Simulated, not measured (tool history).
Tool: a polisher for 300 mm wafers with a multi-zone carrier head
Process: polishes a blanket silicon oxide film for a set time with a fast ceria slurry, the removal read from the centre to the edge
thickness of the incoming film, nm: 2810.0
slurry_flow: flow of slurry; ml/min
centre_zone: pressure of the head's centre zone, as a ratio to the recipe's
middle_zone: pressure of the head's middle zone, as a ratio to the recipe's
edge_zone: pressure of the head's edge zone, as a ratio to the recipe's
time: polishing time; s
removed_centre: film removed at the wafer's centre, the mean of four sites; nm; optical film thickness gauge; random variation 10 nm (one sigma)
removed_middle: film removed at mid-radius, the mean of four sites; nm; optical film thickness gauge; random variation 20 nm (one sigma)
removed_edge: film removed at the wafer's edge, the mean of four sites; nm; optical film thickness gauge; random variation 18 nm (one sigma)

run  hour  slurry_flow  centre_zone  middle_zone  edge_zone  time  removed_centre  removed_middle  removed_edge
  1   0.0          250         1.00         1.00       1.00    66          1051.5          1082.8        1046.3
  2   1.3          250         1.00         0.99       1.02    69          1093.1          1092.2        1134.6
  3   2.5          255         1.01         1.00       1.04    71          1149.5          1133.7        1136.8
  4  11.5          220         1.01         1.00       1.04    71          1127.7          1098.4        1135.2
  5  12.1          230         1.00         1.00       1.05    73          1157.0          1151.5        1158.3
  6  13.6          240         0.99         0.99       1.05    75          1185.7          1188.5        1219.1
  7  16.8          250         0.98         0.98       1.06    76          1175.2          1214.8        1236.8
  8  25.6          255         0.98         0.97       1.07    78          1221.9          1230.7        1272.6
  9  29.2          255         0.97         0.96       1.08    80          1242.6          1231.0        1318.2
 10  36.8          260         0.97         0.96       1.09    81          1259.3          1250.4        1358.2
 11  42.2          265         0.97         0.96       1.10    82          1282.4          1287.4        1357.9
 12  49.8          265         0.97         0.95       1.10    83          1283.6          1291.5        1348.6

The next listed run, before its measurement:
 13  53.2          255         0.97         0.95       1.10    84               ?               ?             ?

Run 13 gave removed_centre 1289.2 nm, removed_middle 1297.0 nm, removed_edge 1442.7 nm.
